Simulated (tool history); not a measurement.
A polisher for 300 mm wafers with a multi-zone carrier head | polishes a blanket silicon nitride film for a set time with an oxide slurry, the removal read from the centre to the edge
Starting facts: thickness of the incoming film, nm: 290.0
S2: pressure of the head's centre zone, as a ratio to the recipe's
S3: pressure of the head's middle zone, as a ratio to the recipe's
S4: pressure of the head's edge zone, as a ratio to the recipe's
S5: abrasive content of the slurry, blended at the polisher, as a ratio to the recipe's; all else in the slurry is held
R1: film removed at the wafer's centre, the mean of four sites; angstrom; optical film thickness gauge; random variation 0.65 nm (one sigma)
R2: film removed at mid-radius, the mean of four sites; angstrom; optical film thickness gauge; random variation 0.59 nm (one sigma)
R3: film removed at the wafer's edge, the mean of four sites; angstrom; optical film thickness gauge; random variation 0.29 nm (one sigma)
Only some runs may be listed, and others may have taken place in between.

run 1 hour=0 | flow_of_slurry_(ml/min)=310 S2=1 S3=1 S4=1 S5=1 polishing_time_(s)=83 | R1=675.88 R2=692.5 R3=656.58
run 2 hour=8.7 | flow_of_slurry_(ml/min)=310 S2=1 S3=1.06 S4=1 S5=1 polishing_time_(s)=83 | R1=682.14 R2=717.47 R3=656.73
run 3 hour=15.7 | flow_of_slurry_(ml/min)=310 S2=1.02 S3=1.02 S4=0.98 S5=0.9 polishing_time_(s)=79 | R1=635.08 R2=628.8 R3=591.64
run 4 hour=17.4 | flow_of_slurry_(ml/min)=310 S2=1.03 S3=1.01 S4=0.95 S5=0.8 polishing_time_(s)=77 | R1=590.28 R2=552.76 R3=528.01
run 5 hour=24 | flow_of_slurry_(ml/min)=310 S2=1.03 S3=1.01 S4=0.95 S5=0.6 polishing_time_(s)=77 | R1=470.82 R2=452.1 R3=433.94
run 6 hour=29.1 | flow_of_slurry_(ml/min)=310 S2=1.04 S3=1 S4=0.93 S5=0.6 polishing_time_(s)=77 | R1=472.4 R2=467.97 R3=427.12
run 7 hour=37.9 | flow_of_slurry_(ml/min)=310 S2=1.14 S3=0.9 S4=0.96 S5=0.5 polishing_time_(s)=77 | R1=438.99 R2=354.1 R3=375.43

Run 8, settings as shown, results not yet in. Your forecast:
run 8 hour=41.3 | flow_of_slurry_(ml/min)=315 S2=1.14 S3=0.93 S4=0.97 S5=0.5 polishing_time_(s)=77 | R1=? R2=? R3=?

{"run 8": {"R1": 449.19, "R2": 370.33, "R3": 375.1}}
